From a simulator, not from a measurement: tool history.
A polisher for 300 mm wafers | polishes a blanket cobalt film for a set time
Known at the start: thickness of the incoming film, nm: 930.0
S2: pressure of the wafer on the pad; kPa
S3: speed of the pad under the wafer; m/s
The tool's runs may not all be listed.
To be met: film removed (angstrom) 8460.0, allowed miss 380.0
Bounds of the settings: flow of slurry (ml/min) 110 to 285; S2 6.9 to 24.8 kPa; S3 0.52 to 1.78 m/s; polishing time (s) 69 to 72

Run 1, hour 0.0: flow of slurry (ml/min) 180, S2 15.9 kPa, S3 1.14 m/s, polishing time (s) 69. Result: film removed (angstrom) 4689.8.
Run 2, hour 4.9: flow of slurry (ml/min) 180, S2 18.6 kPa, S3 1.16 m/s, polishing time (s) 69. Result: film removed (angstrom) 5388.2.
Run 3, hour 9.2: flow of slurry (ml/min) 180, S2 18.6 kPa, S3 1.16 m/s, polishing time (s) 72. Result: film removed (angstrom) 5455.4.
Run 4, hour 16.1: flow of slurry (ml/min) 180, S2 18.6 kPa, S3 1.00 m/s, polishing time (s) 72. Result: film removed (angstrom) 4987.7.
Run 5, hour 23.6: flow of slurry (ml/min) 180, S2 15.2 kPa, S3 1.00 m/s, polishing time (s) 72. Result: film removed (angstrom) 4201.2.
Run 6, hour 31.5: flow of slurry (ml/min) 185, S2 17.9 kPa, S3 1.08 m/s, polishing time (s) 72. Result: film removed (angstrom) 5121.9.
Run 7, hour 36.9: flow of slurry (ml/min) 190, S2 20.0 kPa, S3 1.14 m/s, polishing time (s) 72. Result: film removed (angstrom) 5868.4.
Run 8, hour 38.9: flow of slurry (ml/min) 190, S2 21.4 kPa, S3 1.20 m/s, polishing time (s) 72. Result: film removed (angstrom) 6605.8.
Run 9, hour 47.5: flow of slurry (ml/min) 190, S2 22.1 kPa, S3 1.24 m/s, polishing time (s) 72. Result: film removed (angstrom) 6903.0.
Run 10, hour 56.4: flow of slurry (ml/min) 190, S2 22.8 kPa, S3 1.28 m/s, polishing time (s) 72. Result: film removed (angstrom) 7150.9.
Run 11, hour 63.0: flow of slurry (ml/min) 195, S2 23.4 kPa, S3 1.32 m/s, polishing time (s) 72. Result: film removed (angstrom) 7665.7.

Which of these 4 next moves meets every target?
Run A, hour 69.6: flow of slurry (ml/min) 205, S2 24.1 kPa, S3 1.34 m/s, polishing time (s) 69. Result: film removed (angstrom) ?.
Run B, hour 69.6: flow of slurry (ml/min) 190, S2 23.4 kPa, S3 1.28 m/s, polishing time (s) 70. Result: film removed (angstrom) ?.
Run C, hour 69.6: flow of slurry (ml/min) 195, S2 24.1 kPa, S3 1.42 m/s, polishing time (s) 72. Result: film removed (angstrom) ?.
Run D, hour 69.6: flow of slurry (ml/min) 230, S2 23.4 kPa, S3 1.18 m/s, polishing time (s) 69. Result: film removed (angstrom) ?.

move  film removed (angstrom)
   A                   7494.8
   B                   7054.9
   C                   8163.2
   D                   6660.5
A: further off than the last run
B: further off than the last run
C: meets every target
D: further off than the last run
Answer: C
